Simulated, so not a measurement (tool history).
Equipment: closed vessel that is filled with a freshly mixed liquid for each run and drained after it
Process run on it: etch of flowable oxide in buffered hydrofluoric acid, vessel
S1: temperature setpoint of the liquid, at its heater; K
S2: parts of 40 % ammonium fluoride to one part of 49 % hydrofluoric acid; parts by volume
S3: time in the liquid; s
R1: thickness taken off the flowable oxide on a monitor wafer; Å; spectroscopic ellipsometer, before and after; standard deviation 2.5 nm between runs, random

| run | hour | S1 | S2 | S3 | R1 |
|---|---|---|---|---|---|
| 1 | 0 | 295.15 | 10.5 | 105 | 2433.5 |
| 2 | 6.8 | 295.15 | 10.5 | 110 | 2517.7 |
| 3 | 10.9 | 295.15 | 8 | 110 | 3226.4 |
| 4 | 11.9 | 296.65 | 8 | 110 | 3476.9 |
| 5 | 14.5 | 295.65 | 8 | 110 | 3293.7 |
| 6 | 15.9 | 295.65 | 6.5 | 110 | 4125.5 |

What will run 7 give?
| 7 | 20 | 294.15 | 7 | 110 | ? |

Run 7 produced R1 3547.5 Å.
